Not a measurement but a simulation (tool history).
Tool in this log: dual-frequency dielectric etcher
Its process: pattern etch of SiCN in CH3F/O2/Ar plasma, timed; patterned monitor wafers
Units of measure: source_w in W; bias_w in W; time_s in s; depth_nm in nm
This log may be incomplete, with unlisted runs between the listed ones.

run    day  source_w  bias_w  time_s  depth_nm
  1  0.000       530     104    39.5    21.355
  2  0.221       610     104    39.5    22.952
  3  0.279       610     104    36.0    20.868
  4  0.438       670     104    36.0    22.065
  5  0.546       670      96    36.0    21.526
  6  0.617       670      82    36.0    20.308
  7  0.771       660      81    36.0    20.363
  8  1.117       650      80    36.0    20.067

Predict the results of run 9:
  9  1.279       640      79    36.0         ?

Run 9 yielded depth_nm 19.806 nm.
